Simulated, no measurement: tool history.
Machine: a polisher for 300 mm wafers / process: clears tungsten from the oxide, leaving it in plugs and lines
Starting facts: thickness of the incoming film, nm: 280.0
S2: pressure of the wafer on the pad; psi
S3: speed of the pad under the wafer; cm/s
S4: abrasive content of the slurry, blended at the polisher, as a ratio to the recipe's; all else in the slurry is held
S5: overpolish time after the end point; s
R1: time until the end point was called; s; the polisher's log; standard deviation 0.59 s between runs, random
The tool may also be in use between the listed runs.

run 1 day=0.000 | flow_of_slurry_(ml/min)=305 S2=2.4 S3=84 S4=1.0 S5=16 | R1=108.380
run 2 day=0.042 | flow_of_slurry_(ml/min)=305 S2=2.4 S3=74 S4=1.0 S5=16 | R1=120.300
run 3 day=0.300 | flow_of_slurry_(ml/min)=305 S2=2.4 S3=74 S4=1.0 S5=13 | R1=120.510
run 4 day=0.392 | flow_of_slurry_(ml/min)=305 S2=2.6 S3=74 S4=1.0 S5=13 | R1=112.280
run 5 day=0.692 | flow_of_slurry_(ml/min)=340 S2=2.6 S3=74 S4=1.0 S5=13 | R1=111.830
run 6 day=0.883 | flow_of_slurry_(ml/min)=340 S2=2.8 S3=74 S4=1.0 S5=13 | R1=105.130
run 7 day=1.046 | flow_of_slurry_(ml/min)=340 S2=3.0 S3=76 S4=1.0 S5=13 | R1=95.847

Predict the results of run 8:
run 8 day=1.300 | flow_of_slurry_(ml/min)=340 S2=3.1 S3=76 S4=1.0 S5=13 | R1=?

{"run 8": {"R1": 94.808}}
